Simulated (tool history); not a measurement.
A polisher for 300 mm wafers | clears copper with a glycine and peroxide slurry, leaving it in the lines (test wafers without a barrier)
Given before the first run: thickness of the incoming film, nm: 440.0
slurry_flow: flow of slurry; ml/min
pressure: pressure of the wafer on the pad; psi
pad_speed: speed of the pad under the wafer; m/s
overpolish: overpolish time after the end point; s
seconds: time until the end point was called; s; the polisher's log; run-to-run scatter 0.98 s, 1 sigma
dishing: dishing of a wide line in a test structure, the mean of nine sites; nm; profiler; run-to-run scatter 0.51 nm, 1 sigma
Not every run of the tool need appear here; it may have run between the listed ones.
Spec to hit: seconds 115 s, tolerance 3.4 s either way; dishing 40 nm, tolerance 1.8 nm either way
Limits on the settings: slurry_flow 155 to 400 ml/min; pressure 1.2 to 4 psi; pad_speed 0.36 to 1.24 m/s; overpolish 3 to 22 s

Run 1, hour 0: slurry_flow 255 ml/min, pressure 2.6 psi, pad_speed 0.8 m/s, overpolish 11 s. Result: seconds 91.108 s, dishing 37.803 nm.
Run 2, hour 2.1: slurry_flow 255 ml/min, pressure 2.6 psi, pad_speed 1 m/s, overpolish 11 s. Result: seconds 76.245 s, dishing 42.959 nm.
Run 3, hour 8.9: slurry_flow 255 ml/min, pressure 2.6 psi, pad_speed 0.8 m/s, overpolish 11 s. Result: seconds 91.66 s, dishing 36.937 nm.
Run 4, hour 11.1: slurry_flow 255 ml/min, pressure 2.6 psi, pad_speed 0.72 m/s, overpolish 11 s. Result: seconds 99.328 s, dishing 34.92 nm.
Run 5, hour 19.8: slurry_flow 250 ml/min, pressure 2.5 psi, pad_speed 0.72 m/s, overpolish 12 s. Result: seconds 101.36 s, dishing 36.734 nm.
Run 6, hour 21.5: slurry_flow 290 ml/min, pressure 2.5 psi, pad_speed 0.72 m/s, overpolish 12 s. Result: seconds 100.85 s, dishing 37.212 nm.
At hour 25.4: head pressure recalibrated.
Run 7, hour 25.4: slurry_flow 290 ml/min, pressure 2.4 psi, pad_speed 0.72 m/s, overpolish 13 s. Result: seconds 93.79 s, dishing 42.177 nm.
Run 8, hour 30.4: slurry_flow 265 ml/min, pressure 2.3 psi, pad_speed 0.72 m/s, overpolish 13 s. Result: seconds 97.475 s, dishing 40.115 nm.
Run 9, hour 33.9: slurry_flow 260 ml/min, pressure 2.1 psi, pad_speed 0.68 m/s, overpolish 14 s. Result: seconds 111.54 s, dishing 38.743 nm.
Run 10, hour 40: slurry_flow 255 ml/min, pressure 2.1 psi, pad_speed 0.68 m/s, overpolish 14 s. Result: seconds 111.74 s, dishing 39.008 nm.

Pick the move, out of 4, that brings all results within their allowed miss; only one does.
Run A, hour 46.1: slurry_flow 255 ml/min, pressure 1.6 psi, pad_speed 0.92 m/s, overpolish 14 s. Result: seconds ?, dishing ?.
Run B, hour 46.1: slurry_flow 325 ml/min, pressure 2.2 psi, pad_speed 0.66 m/s, overpolish 13 s. Result: seconds ?, dishing ?.
Run C, hour 46.1: slurry_flow 210 ml/min, pressure 2.4 psi, pad_speed 0.56 m/s, overpolish 14 s. Result: seconds ?, dishing ?.
Run D, hour 46.1: slurry_flow 255 ml/min, pressure 2.1 psi, pad_speed 0.64 m/s, overpolish 15 s. Result: seconds ?, dishing ?.

move  seconds  dishing
   A   108.23   39.587
   B   107.01   38.001
   C   117.71   37.469
   D   115.39   40.399
A: its largest miss is bigger than the last run's
B: its largest miss is bigger than the last run's
C: brings the result that was furthest off to its target, and leaves another outside
D: meets every target
Go with D: it meets all targets.
